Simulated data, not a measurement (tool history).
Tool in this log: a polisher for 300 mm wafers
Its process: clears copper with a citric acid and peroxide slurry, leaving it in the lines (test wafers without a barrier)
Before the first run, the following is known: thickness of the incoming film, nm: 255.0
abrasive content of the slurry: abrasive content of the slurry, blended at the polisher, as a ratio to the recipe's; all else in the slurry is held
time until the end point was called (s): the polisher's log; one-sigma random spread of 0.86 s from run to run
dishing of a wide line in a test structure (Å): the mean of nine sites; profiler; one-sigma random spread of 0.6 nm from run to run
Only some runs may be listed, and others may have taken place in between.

| run | day | flow of slurry (ml/min) | pressure of the wafer on the pad (kPa) | speed of the pad under the wafer (cm/s) | abrasive content of the slurry | overpolish time after the end point (s) | time until the end point was called (s) | dishing of a wide line in a test structure (Å) |
|---|---|---|---|---|---|---|---|---|
| 1 | 0.000 | 275 | 21.4 | 134 | 1.00 | 10 | 67.070 | 224.75 |
| 2 | 0.058 | 275 | 20.7 | 134 | 1.00 | 11 | 70.203 | 255.41 |
| 3 | 0.367 | 275 | 20.0 | 134 | 1.00 | 11 | 71.663 | 254.16 |
| 4 | 0.592 | 330 | 20.0 | 134 | 1.00 | 11 | 71.327 | 242.85 |
| 5 | 0.833 | 330 | 20.0 | 134 | 1.00 | 8 | 71.046 | 179.56 |
| 6 | 1.062 | 330 | 20.0 | 134 | 1.20 | 8 | 68.225 | 201.91 |
| 7 | 1.225 | 330 | 19.3 | 134 | 1.25 | 9 | 69.596 | 210.95 |

For run 8, what comes out?
| 8 | 1.317 | 330 | 18.6 | 134 | 1.25 | 10 | ? | ? |

{"run 8": {"time until the end point was called (s)": 73.43, "dishing of a wide line in a test structure (Å)": 222.89}}
